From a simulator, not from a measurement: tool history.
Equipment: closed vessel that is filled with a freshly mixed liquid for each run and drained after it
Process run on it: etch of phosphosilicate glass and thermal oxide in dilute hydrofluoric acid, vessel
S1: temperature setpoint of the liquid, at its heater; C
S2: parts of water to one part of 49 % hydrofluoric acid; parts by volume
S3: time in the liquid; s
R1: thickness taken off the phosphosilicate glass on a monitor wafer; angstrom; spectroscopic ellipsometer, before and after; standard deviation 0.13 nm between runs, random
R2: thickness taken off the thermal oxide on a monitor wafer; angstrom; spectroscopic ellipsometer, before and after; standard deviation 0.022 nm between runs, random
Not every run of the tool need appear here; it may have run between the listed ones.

Run 1, hour 0.0: S1 25.0 C, S2 115 parts by volume, S3 60 s. Result: R1 319.58 angstrom, R2 24.623 angstrom.
Run 2, hour 4.8: S1 23.5 C, S2 115 parts by volume, S3 60 s. Result: R1 303.18 angstrom, R2 23.470 angstrom.
Run 3, hour 13.6: S1 23.5 C, S2 150 parts by volume, S3 60 s. Result: R1 223.30 angstrom, R2 17.144 angstrom.
Run 4, hour 14.2: S1 24.5 C, S2 150 parts by volume, S3 60 s. Result: R1 232.11 angstrom, R2 17.633 angstrom.
Run 5, hour 17.4: S1 24.5 C, S2 150 parts by volume, S3 70 s. Result: R1 270.68 angstrom, R2 21.092 angstrom.
Run 6, hour 19.8: S1 24.5 C, S2 150 parts by volume, S3 60 s. Result: R1 232.33 angstrom, R2 17.907 angstrom.

For run 7, what comes out?
Run 7, hour 26.5: S1 25.0 C, S2 150 parts by volume, S3 60 s. Result: R1 ?, R2 ?.

R1: 235.60 angstrom
R2: 17.982 angstrom
